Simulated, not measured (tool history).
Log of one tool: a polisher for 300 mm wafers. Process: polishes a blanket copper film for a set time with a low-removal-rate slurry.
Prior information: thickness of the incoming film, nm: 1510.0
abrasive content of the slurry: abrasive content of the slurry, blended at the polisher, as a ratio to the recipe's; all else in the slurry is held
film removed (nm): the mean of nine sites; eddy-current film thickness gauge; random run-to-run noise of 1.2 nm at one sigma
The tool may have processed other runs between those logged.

| run | hour | flow of slurry (ml/min) | pressure of the wafer on the pad (psi) | speed of the pad under the wafer (cm/s) | abrasive content of the slurry | polishing time (s) | film removed (nm) |
|---|---|---|---|---|---|---|---|
| 1 | 0.0 | 260 | 2.3 | 92 | 1.00 | 50 | 89.503 |
| 2 | 3.6 | 260 | 2.6 | 92 | 1.00 | 50 | 102.400 |
| 3 | 7.4 | 260 | 2.6 | 92 | 0.85 | 50 | 99.830 |
| 4 | 9.3 | 260 | 2.8 | 92 | 0.85 | 50 | 106.580 |
| 5 | 18.3 | 260 | 3.0 | 92 | 0.85 | 50 | 117.120 |
| 6 | 21.3 | 260 | 3.0 | 92 | 0.65 | 50 | 112.380 |

Expected results for the next run?
| 7 | 29.5 | 260 | 3.1 | 92 | 0.65 | 50 | ? |

film removed (nm): 117.010
